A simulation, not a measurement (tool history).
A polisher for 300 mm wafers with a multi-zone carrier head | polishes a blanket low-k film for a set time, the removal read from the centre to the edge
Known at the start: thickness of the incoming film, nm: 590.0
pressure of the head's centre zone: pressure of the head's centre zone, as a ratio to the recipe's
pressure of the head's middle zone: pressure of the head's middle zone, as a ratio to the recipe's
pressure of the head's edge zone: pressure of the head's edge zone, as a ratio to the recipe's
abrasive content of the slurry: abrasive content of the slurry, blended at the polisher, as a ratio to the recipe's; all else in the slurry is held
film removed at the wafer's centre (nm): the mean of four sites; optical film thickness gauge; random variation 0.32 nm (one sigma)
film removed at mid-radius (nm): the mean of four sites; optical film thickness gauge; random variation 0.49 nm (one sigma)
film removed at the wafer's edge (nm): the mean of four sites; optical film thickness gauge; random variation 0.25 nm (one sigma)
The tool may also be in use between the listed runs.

| run | day | flow of slurry (ml/min) | pressure of the head's centre zone | pressure of the head's middle zone | pressure of the head's edge zone | abrasive content of the slurry | polishing time (s) | film removed at the wafer's centre (nm) | film removed at mid-radius (nm) | film removed at the wafer's edge (nm) |
|---|---|---|---|---|---|---|---|---|---|---|
| 1 | 0.000 | 265 | 1.00 | 1.00 | 1.00 | 1.0 | 75 | 43.302 | 44.283 | 43.837 |
| 2 | 0.188 | 265 | 1.00 | 1.01 | 0.97 | 0.9 | 75 | 41.348 | 43.478 | 40.922 |
| 3 | 0.400 | 265 | 1.00 | 1.07 | 0.97 | 0.9 | 75 | 41.336 | 45.945 | 41.332 |
| 4 | 0.700 | 265 | 1.00 | 1.07 | 0.97 | 0.9 | 65 | 35.564 | 39.713 | 35.659 |
| 5 | 0.879 | 260 | 1.00 | 1.06 | 0.95 | 0.9 | 65 | 36.740 | 39.277 | 35.129 |
| 6 | 1.229 | 255 | 0.99 | 1.05 | 0.94 | 0.9 | 65 | 35.774 | 38.353 | 34.483 |

Forecast run 7:
| 7 | 1.438 | 245 | 0.98 | 1.05 | 0.93 | 0.9 | 65 | ? | ? | ? |

{"run 7": {"film removed at the wafer's centre (nm)": 34.169, "film removed at mid-radius (nm)": 38.65, "film removed at the wafer's edge (nm)": 34.855}}
